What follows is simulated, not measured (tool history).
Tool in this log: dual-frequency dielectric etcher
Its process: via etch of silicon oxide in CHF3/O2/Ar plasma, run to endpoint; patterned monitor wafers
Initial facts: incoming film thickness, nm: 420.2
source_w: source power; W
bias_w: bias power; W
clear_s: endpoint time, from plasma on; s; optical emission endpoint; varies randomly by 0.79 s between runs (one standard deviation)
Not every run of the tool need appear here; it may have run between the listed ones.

run 1 hour=0 | source_w=700 bias_w=230 | clear_s=166.66
run 2 hour=6.4 | source_w=700 bias_w=245 | clear_s=163.38
run 3 hour=8.9 | source_w=620 bias_w=240 | clear_s=175.85
run 4 hour=18 | source_w=620 bias_w=224 | clear_s=179.68
run 5 hour=19.8 | source_w=620 bias_w=260 | clear_s=170.82
run 6 hour=26.3 | source_w=570 bias_w=258 | clear_s=181.67

Run 7 comes next. What will it give?
run 7 hour=31.1 | source_w=550 bias_w=257 | clear_s=?

{"run 7": {"clear_s": 183.76}}
